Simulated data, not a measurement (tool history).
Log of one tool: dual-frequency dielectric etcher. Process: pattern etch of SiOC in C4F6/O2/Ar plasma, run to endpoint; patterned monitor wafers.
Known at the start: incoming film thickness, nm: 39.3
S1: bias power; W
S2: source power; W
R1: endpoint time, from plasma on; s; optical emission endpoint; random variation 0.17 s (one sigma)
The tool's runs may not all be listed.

run,hour,S1,S2,R1
1,0.0,542,270,16.962
2,5.4,542,290,16.416
3,11.5,495,270,17.580
4,18.7,459,260,18.500
5,26.3,508,260,17.677
6,28.1,508,310,16.257
7,29.4,465,290,17.041
8,36.2,440,270,18.373
9,43.6,416,260,18.954

The next listed run, before its measurement:
10,50.5,398,260,?

R1: 19.407 s
